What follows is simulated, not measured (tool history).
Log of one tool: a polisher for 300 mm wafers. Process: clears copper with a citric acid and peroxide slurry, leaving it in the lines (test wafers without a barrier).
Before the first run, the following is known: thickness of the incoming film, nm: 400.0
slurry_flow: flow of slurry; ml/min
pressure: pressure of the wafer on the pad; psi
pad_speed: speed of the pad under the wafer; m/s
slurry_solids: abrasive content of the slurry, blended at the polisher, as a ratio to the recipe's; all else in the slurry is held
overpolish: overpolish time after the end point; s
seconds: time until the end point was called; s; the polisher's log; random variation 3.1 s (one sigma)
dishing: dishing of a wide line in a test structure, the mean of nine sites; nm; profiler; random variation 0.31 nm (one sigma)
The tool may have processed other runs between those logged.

run,hour,slurry_flow,pressure,pad_speed,slurry_solids,overpolish,seconds,dishing
1,0,205,3.1,1.28,1,28,131.08,52.42
2,4.2,205,3,1.28,1,25,135.63,47.753
3,8.5,155,3,1.28,1,25,145.5,46.352
4,10.9,155,3,1.28,1,17,147.22,31.966
5,11.6,205,3,1.28,1,17,133.58,34.495
6,16.7,205,3,1.28,1.2,17,130.73,35.291
7,23.8,210,2.9,1.28,1.2,16,132.38,33.346
8,31.7,210,2.8,1.28,1.2,15,140.63,30.013
9,34.4,210,2.7,1.28,1.2,15,141.33,29.071
10,41.5,210,2.6,1.28,1.2,15,151.63,28.411
11,43.7,210,2.6,1.28,1.2,15,148.87,28.057

What will run 12 give?
12,44.4,210,2.5,1.28,1.2,15,?,?

seconds: 157.5 s
dishing: 27.395 nm
